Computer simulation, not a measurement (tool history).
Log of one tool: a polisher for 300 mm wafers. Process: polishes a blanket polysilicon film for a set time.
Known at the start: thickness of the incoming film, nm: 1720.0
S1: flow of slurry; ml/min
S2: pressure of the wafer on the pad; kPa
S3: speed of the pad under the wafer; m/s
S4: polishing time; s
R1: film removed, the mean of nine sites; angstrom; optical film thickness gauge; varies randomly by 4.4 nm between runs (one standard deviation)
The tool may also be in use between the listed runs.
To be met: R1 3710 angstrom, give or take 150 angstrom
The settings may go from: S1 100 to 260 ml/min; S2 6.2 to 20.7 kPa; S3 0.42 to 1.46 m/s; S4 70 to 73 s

run    day   S1    S2    S3  S4      R1
  1      0  165  13.1  0.94  70  4439.6
  2  0.342  160  12.4  0.94  70  4136.1
  3    0.4  155  11.7  0.94  70  4003.2
  4  0.638  155    11  0.94  70  3868.8
  5  0.896  155    11  0.76  70  3177.7
  6  1.229  155    11  0.76  70  3151.9
  7  1.496  155  11.7  0.76  70  3281.5
  8  1.712  160  12.4  0.76  70  3379.7
  9  1.788  160  13.1  0.76  70    3520

Exactly one of the 5 candidate moves below puts every result within its allowed miss. Which one?
  A  1.862  170    11  0.78  72   ?
  B  1.862  135  12.4  0.72  73   ?
  C  1.862  145  13.8  0.68  70   ?
  D  1.862  130  12.4  0.76  73   ?
  E  1.862  160  13.1  0.78  72   ?

move      R1
   A  3437.5
   B  3339.4
   C  3263.9
   D  3497.1
   E  3766.1
A: lands further from the targets than the last run did
B: lands further from the targets than the last run did
C: lands further from the targets than the last run did
D: lands further from the targets than the last run did
E: all results in spec
The right move is E.

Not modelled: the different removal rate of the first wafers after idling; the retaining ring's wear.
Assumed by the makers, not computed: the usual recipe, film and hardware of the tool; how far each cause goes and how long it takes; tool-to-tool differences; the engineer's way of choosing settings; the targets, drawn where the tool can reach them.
